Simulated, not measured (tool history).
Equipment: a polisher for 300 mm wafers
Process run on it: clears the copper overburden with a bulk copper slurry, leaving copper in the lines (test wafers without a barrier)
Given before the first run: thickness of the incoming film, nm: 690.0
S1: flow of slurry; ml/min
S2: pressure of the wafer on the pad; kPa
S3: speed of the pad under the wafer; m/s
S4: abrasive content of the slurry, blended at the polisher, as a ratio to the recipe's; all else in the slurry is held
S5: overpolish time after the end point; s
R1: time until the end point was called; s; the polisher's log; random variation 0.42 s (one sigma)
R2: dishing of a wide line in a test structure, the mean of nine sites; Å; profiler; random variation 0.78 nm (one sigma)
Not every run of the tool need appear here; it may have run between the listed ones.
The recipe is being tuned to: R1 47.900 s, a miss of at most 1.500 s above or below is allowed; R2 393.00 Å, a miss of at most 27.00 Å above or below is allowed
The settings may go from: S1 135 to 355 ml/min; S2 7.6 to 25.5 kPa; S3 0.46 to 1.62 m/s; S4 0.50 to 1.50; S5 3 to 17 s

run	hour	S1	S2	S3	S4	S5	R1	R2
1	0.0	225	16.5	1.04	1.00	9	73.107	429.68
2	6.9	225	17.2	1.04	1.00	8	70.676	421.17
3	14.8	225	17.9	1.04	1.00	7	67.841	381.49
4	16.9	225	18.6	1.04	1.00	7	65.533	385.85
5	18.6	225	19.3	1.04	1.00	7	63.127	413.48
6	22.7	225	19.3	1.04	0.85	7	66.069	393.84
7	24.1	225	20.0	1.04	0.85	7	64.257	394.93
8	28.9	245	24.1	1.06	0.85	4	52.587	314.16
9	33.6	245	24.1	1.10	0.85	5	50.993	389.69

Below are 4 possible settings for the next run. Only one of them brings all results inside the allowed miss of their targets. Which is it?
A	38.3	245	21.4	1.08	1.20	5	?	?
B	38.3	275	24.1	1.18	0.80	5	?	?
C	38.3	255	21.4	1.26	1.15	4	?	?
D	38.3	210	23.4	1.28	0.85	4	?	?

move	R1	R2
A	51.990	372.18
B	47.812	396.94
C	45.162	350.96
D	45.709	349.41
A: moves away from the targets compared with the last run
B: all results land within tolerance of their targets
C: the result that was furthest off in the last run now lies on the other side of its target
D: the result that was furthest off in the last run now lies on the other side of its target
B meets every target.

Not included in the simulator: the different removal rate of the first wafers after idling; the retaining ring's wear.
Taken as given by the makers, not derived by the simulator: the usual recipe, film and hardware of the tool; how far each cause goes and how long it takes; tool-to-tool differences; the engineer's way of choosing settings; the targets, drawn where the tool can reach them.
